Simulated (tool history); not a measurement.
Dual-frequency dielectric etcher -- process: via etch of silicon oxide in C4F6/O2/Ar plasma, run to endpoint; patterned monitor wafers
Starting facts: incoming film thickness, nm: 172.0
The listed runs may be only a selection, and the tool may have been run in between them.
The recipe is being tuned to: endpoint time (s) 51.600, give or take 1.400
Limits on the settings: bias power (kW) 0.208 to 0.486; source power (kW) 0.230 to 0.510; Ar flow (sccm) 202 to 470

run 1 hour=0.0 | bias_power_(kW)=0.347 source_power_(kW)=0.370 Ar_flow_(sccm)=336 | endpoint_time_(s)=45.842
run 2 hour=3.0 | bias_power_(kW)=0.403 source_power_(kW)=0.370 Ar_flow_(sccm)=336 | endpoint_time_(s)=43.231
run 3 hour=4.1 | bias_power_(kW)=0.370 source_power_(kW)=0.360 Ar_flow_(sccm)=339 | endpoint_time_(s)=45.281
run 4 hour=7.1 | bias_power_(kW)=0.370 source_power_(kW)=0.410 Ar_flow_(sccm)=339 | endpoint_time_(s)=42.999
run 5 hour=15.6 | bias_power_(kW)=0.340 source_power_(kW)=0.410 Ar_flow_(sccm)=339 | endpoint_time_(s)=44.364
run 6 hour=17.6 | bias_power_(kW)=0.313 source_power_(kW)=0.400 Ar_flow_(sccm)=342 | endpoint_time_(s)=46.477
run 7 hour=22.8 | bias_power_(kW)=0.294 source_power_(kW)=0.390 Ar_flow_(sccm)=344 | endpoint_time_(s)=48.136
run 8 hour=26.2 | bias_power_(kW)=0.240 source_power_(kW)=0.370 Ar_flow_(sccm)=348 | endpoint_time_(s)=53.821
run 9 hour=34.0 | bias_power_(kW)=0.247 source_power_(kW)=0.370 Ar_flow_(sccm)=348 | endpoint_time_(s)=52.797

Next run, 4 choices. One meets every target within its allowed miss, the rest don't. Which?
run A hour=41.8 | bias_power_(kW)=0.283 source_power_(kW)=0.270 Ar_flow_(sccm)=275 | endpoint_time_(s)=?
run B hour=41.8 | bias_power_(kW)=0.226 source_power_(kW)=0.350 Ar_flow_(sccm)=327 | endpoint_time_(s)=?
run C hour=41.8 | bias_power_(kW)=0.232 source_power_(kW)=0.390 Ar_flow_(sccm)=397 | endpoint_time_(s)=?
run D hour=41.8 | bias_power_(kW)=0.278 source_power_(kW)=0.370 Ar_flow_(sccm)=383 | endpoint_time_(s)=?

move=A endpoint_time_(s)=54.977
move=B endpoint_time_(s)=56.169
move=C endpoint_time_(s)=54.744
move=D endpoint_time_(s)=51.502
A: moves away from the targets compared with the last run
B: moves away from the targets compared with the last run
C: moves away from the targets compared with the last run
D: each result inside its tolerance
Move D is the one to make.

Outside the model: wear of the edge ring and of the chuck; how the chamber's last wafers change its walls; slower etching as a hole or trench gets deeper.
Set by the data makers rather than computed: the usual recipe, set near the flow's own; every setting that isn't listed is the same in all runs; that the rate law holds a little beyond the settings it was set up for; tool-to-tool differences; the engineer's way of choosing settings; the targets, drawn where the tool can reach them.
